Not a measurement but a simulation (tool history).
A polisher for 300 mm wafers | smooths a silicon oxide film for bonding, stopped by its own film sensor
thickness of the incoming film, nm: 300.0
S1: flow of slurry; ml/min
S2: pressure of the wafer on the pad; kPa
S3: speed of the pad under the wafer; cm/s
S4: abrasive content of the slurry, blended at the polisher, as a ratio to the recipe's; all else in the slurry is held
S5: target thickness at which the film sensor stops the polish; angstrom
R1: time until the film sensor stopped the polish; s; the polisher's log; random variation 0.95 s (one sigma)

run	hour	S1	S2	S3	S4	S5	R1
1	0.0	265	11.0	108	1.0	2680	45.545
2	5.4	265	11.0	128	1.0	2680	38.785
3	10.3	265	10.3	128	1.0	2680	42.570
4	12.6	310	10.3	128	1.0	2680	41.280
5	19.0	310	10.3	128	1.0	2680	41.831
6	21.7	310	9.7	128	1.0	2680	45.147
7	26.7	310	9.0	128	1.0	2680	50.127

Run 8 comes next. What will it give?
8	27.3	310	7.6	128	1.0	2680	?

R1: 57.495 s
